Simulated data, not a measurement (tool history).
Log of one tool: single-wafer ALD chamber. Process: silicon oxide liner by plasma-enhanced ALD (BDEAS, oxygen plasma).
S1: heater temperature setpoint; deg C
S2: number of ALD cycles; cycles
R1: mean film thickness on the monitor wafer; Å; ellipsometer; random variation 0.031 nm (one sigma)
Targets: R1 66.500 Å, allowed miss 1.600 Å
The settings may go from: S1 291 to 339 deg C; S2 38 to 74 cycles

run 1 hour=0.0 | S1=315 S2=56 | R1=51.941
run 2 hour=2.1 | S1=320 S2=56 | R1=51.913
run 3 hour=10.7 | S1=320 S2=50 | R1=46.796
run 4 hour=15.0 | S1=320 S2=53 | R1=49.109
-- hour=22.0 thermocouple changed; heater temperature recalibrated
run 5 hour=22.0 | S1=319 S2=59 | R1=55.190
run 6 hour=26.9 | S1=325 S2=59 | R1=54.988
run 7 hour=28.3 | S1=325 S2=63 | R1=58.504
run 8 hour=31.0 | S1=325 S2=66 | R1=61.336
run 9 hour=37.6 | S1=325 S2=68 | R1=63.430

Which of these 4 next moves meets every target?
run A hour=44.2 | S1=329 S2=66 | R1=?
run B hour=44.2 | S1=328 S2=63 | R1=?
run C hour=44.2 | S1=330 S2=67 | R1=?
run D hour=44.2 | S1=325 S2=71 | R1=?

move=A R1=61.064
move=B R1=58.378
move=C R1=61.894
move=D R1=66.094
A: further off than the last run
B: further off than the last run
C: further off than the last run
D: meets every target
The right move is D.
